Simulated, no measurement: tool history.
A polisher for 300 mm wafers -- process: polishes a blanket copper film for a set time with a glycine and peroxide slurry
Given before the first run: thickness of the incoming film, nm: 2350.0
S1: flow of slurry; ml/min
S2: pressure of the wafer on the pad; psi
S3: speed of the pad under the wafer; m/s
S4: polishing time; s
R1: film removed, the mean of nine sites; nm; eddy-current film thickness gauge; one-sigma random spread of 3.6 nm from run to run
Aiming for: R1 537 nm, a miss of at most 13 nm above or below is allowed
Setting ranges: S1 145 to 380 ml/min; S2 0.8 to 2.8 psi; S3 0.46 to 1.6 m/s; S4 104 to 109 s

run  hour   S1   S2    S3   S4      R1
  1     0  245  1.8  1.02  104  449.61
  2   4.3  245  1.8  1.02  109   471.2
  3  12.8  245  2.1  1.02  109  523.26
  4    17  245  2.1   0.8  109  432.46
  5  25.5  250  2.2   0.8  109  448.01
  6  29.6  225  2.2   0.8  109  436.41
  7  35.7  250  2.3   0.8  109     461
  8  42.1  265  2.4   0.8  109  472.85
  9    44  265  2.5   0.8  109   488.5

Consider the 5 candidate settings below. Which is the only one whose results all fall within their allowed miss of target?
  A  45.9  205  2.6  0.76  109   ?
  B  45.9  260  2.4  0.78  104   ?
  C  45.9  230  2.1   0.9  104   ?
  D  45.9  300  2.5  0.96  104   ?
  E  45.9  185  2.8  0.66  104   ?

move      R1
   A  463.65
   B  441.11
   C  442.32
   D  535.34
   E  413.59
A: lands further from the targets than the last run did
B: lands further from the targets than the last run did
C: lands further from the targets than the last run did
D: all results in spec
E: lands further from the targets than the last run did
Move D is the one to make.

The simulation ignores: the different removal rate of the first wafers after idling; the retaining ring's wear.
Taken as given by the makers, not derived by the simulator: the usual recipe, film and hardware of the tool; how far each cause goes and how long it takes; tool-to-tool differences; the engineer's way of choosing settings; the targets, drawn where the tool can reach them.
